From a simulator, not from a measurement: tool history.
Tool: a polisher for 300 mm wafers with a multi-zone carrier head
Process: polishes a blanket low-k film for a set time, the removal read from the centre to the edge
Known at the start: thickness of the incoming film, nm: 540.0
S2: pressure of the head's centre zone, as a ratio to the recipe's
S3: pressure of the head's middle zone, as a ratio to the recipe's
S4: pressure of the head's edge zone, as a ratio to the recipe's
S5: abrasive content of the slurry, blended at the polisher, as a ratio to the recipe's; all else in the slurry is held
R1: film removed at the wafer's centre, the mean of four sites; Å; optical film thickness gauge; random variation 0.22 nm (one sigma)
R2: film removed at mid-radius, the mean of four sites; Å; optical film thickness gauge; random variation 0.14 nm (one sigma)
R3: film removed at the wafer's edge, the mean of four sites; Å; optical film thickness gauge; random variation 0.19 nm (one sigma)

{"run": 1, "hour": 0.0, "flow of slurry (ml/min)": 160, "S2": 1.0, "S3": 1.0, "S4": 1.0, "S5": 1.0, "polishing time (s)": 31, "R1": 148.53, "R2": 149.62, "R3": 148.58}
{"run": 2, "hour": 8.1, "flow of slurry (ml/min)": 170, "S2": 1.02, "S3": 0.99, "S4": 1.01, "S5": 1.0, "polishing time (s)": 31, "R1": 154.97, "R2": 152.03, "R3": 143.38}
{"run": 3, "hour": 13.3, "flow of slurry (ml/min)": 160, "S2": 1.03, "S3": 0.97, "S4": 1.01, "S5": 1.05, "polishing time (s)": 31, "R1": 160.23, "R2": 149.8, "R3": 151.41}
{"run": 4, "hour": 16.7, "flow of slurry (ml/min)": 160, "S2": 1.03, "S3": 1.05, "S4": 1.01, "S5": 1.05, "polishing time (s)": 31, "R1": 161.59, "R2": 158.21, "R3": 149.55}
{"run": 5, "hour": 20.5, "flow of slurry (ml/min)": 155, "S2": 1.04, "S3": 1.04, "S4": 1.02, "S5": 1.1, "polishing time (s)": 31, "R1": 161.02, "R2": 164.97, "R3": 149.2}
{"run": 6, "hour": 21.5, "flow of slurry (ml/min)": 155, "S2": 1.04, "S3": 1.04, "S4": 1.02, "S5": 1.1, "polishing time (s)": 34, "R1": 176.84, "R2": 178.04, "R3": 169.13}
{"run": 7, "hour": 22.8, "flow of slurry (ml/min)": 150, "S2": 1.06, "S3": 1.02, "S4": 1.01, "S5": 1.1, "polishing time (s)": 34, "R1": 181.98, "R2": 174.0, "R3": 164.95}

Forecast run 8:
{"run": 8, "hour": 31.0, "flow of slurry (ml/min)": 145, "S2": 1.07, "S3": 1.0, "S4": 1.01, "S5": 1.1, "polishing time (s)": 34, "R1": "?", "R2": "?", "R3": "?"}

{"run 8": {"R1": 178.86, "R2": 170.04, "R3": 166.87}}
